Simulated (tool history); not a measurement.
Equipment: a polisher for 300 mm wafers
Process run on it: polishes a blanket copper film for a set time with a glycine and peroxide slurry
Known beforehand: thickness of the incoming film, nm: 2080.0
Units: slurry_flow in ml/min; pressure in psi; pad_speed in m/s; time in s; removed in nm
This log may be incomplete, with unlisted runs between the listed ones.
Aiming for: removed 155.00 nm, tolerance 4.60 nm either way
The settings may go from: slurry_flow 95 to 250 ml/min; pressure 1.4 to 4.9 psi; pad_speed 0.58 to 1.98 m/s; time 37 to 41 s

run,hour,slurry_flow,pressure,pad_speed,time,removed
1,0.0,160,3.1,1.28,41,281.22
2,6.4,160,3.5,1.28,41,320.00
3,8.0,155,3.0,1.26,41,272.32
4,10.3,155,3.0,1.26,41,274.59
5,17.9,155,2.7,1.22,41,238.67
6,19.0,155,2.4,1.22,41,224.07
7,27.4,150,2.2,1.20,41,200.82
8,34.9,145,2.1,1.20,41,192.44
9,37.5,135,2.0,1.20,41,180.28
10,40.5,100,1.6,1.20,41,141.60
11,48.7,105,1.6,1.20,41,145.80
12,52.0,110,1.6,1.20,41,145.12
13,52.8,120,1.8,1.20,41,163.04
14,58.6,120,1.8,1.20,41,161.85

Which one of the following 4 next-run settings gets every result inside its allowed miss? There is exactly one.
A,64.4,130,1.7,1.20,40,?
B,64.4,120,2.4,1.00,39,?
C,64.4,110,1.5,1.30,40,?
D,64.4,110,1.9,1.36,38,?

move,removed
A,154.62
B,168.29
C,143.52
D,170.35
A: each result inside its tolerance
B: its largest miss is bigger than the last run's
C: carries the result that was furthest off beyond its target, to the other side
D: its largest miss is bigger than the last run's
Go with A: it meets all targets.

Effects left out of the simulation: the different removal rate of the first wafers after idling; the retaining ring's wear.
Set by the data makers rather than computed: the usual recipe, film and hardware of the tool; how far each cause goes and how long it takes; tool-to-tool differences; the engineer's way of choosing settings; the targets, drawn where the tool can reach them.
